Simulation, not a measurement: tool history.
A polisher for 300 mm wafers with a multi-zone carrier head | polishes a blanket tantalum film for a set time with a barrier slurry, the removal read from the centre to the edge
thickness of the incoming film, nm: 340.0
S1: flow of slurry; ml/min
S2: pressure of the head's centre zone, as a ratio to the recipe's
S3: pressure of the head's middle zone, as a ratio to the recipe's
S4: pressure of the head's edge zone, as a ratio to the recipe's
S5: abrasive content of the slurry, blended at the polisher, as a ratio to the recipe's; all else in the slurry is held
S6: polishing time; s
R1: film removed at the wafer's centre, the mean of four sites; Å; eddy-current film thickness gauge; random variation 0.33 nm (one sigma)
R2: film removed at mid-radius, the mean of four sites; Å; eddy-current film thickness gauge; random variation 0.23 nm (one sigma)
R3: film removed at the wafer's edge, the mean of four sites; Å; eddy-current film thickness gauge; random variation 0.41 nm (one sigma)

run,hour,S1,S2,S3,S4,S5,S6,R1,R2,R3
1,0,170,1,1,1,1,42,559.16,553.86,576.43
2,3.6,170,1,1,1.05,1,42,552.34,558.72,578.03
3,8.8,170,1,1,1.05,1,37,508.45,492.5,526.25
4,15.2,170,0.94,1,1.05,1,37,462.48,498.32,514.37
5,22.9,165,0.92,1.01,1,0.9,35,420.48,456.98,453.98
6,31.2,165,0.92,1.01,1,0.9,42,503.15,549.64,552.74
7,36.9,155,0.89,1.02,0.99,0.8,39,425.54,486.96,488.43
8,40.2,150,0.87,1.03,0.96,0.75,37,386.59,458.47,439.09
9,44.2,140,0.86,1.03,0.94,0.7,36,351.24,424.63,416.94
10,53.2,180,0.87,1.08,0.84,0.5,27,242.82,304.39,261.79
11,55.3,180,0.92,1.14,0.94,0.6,26,277.74,330.44,284.67
12,57.4,180,0.92,1.14,0.94,0.6,26,269.98,328.68,279.24
13,65.3,180,0.91,1.14,0.96,0.6,26,267.62,330.39,289.13
14,73.5,180,0.91,1.14,0.98,0.6,26,268.28,332.89,294.66

The next listed run, before its measurement:
15,82.2,180,0.91,1.14,0.99,0.6,26,?,?,?

Run 15 gave R1 268.82 Å, R2 329.43 Å, R3 299.84 Å.
